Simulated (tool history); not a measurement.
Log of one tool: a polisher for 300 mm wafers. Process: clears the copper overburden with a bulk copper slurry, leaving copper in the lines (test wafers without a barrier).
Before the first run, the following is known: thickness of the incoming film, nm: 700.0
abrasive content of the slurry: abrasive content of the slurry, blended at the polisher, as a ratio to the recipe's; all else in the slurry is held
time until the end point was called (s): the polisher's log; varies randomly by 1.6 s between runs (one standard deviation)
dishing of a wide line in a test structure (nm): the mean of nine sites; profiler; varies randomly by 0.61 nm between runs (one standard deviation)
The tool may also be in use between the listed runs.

run    day  flow of slurry (ml/min)  pressure of the wafer on the pad (kPa)  speed of the pad under the wafer (m/s)  abrasive content of the slurry  overpolish time after the end point (s)  time until the end point was called (s)  dishing of a wide line in a test structure (nm)
  1      0                      150                                    20.7                                    1.02                               1                                       22                                   82.955                                           35.647
  2  0.046                      150                                    20.7                                    1.02                             0.9                                       22                                   83.437                                           34.844
  3  0.117                      150                                    20.7                                    1.02                             0.8                                       22                                   85.136                                           34.393
  4  0.142                      150                                    20.7                                     0.8                             0.8                                       22                                   104.75                                           35.619
  5    0.5                      150                                    20.7                                     0.8                             0.8                                       15                                   103.54                                           32.047
  6  0.562                      150                                      20                                     0.8                             0.8                                       15                                   107.16                                           31.859
  7  0.654                      150                                    19.3                                     0.8                             0.8                                       16                                    110.7                                           32.598
  8  0.858                      150                                    19.3                                     0.8                             0.8                                       16                                   110.52                                           32.765
  9    1.1                      150                                    18.6                                     0.8                             0.8                                       16                                   114.59                                           32.333
 10  1.475                      150                                    17.9                                     0.8                             0.8                                       16                                    119.8                                           30.374
 11  1.767                      150                                    17.2                                     0.8                             0.8                                       18                                    125.3                                            31.43
 12  1.946                      150                                    16.5                                     0.8                             0.8                                       19                                   130.14                                           32.024
 13  2.017                      150                                    15.9                                     0.8                             0.8                                       19                                    130.9                                           31.194

What will run 14 give?
 14  2.25                      135                                    11.7                                    0.74                             0.8                                       29                                        ?                                                ?

time until the end point was called (s): 192.86
dishing of a wide line in a test structure (nm): 30.283

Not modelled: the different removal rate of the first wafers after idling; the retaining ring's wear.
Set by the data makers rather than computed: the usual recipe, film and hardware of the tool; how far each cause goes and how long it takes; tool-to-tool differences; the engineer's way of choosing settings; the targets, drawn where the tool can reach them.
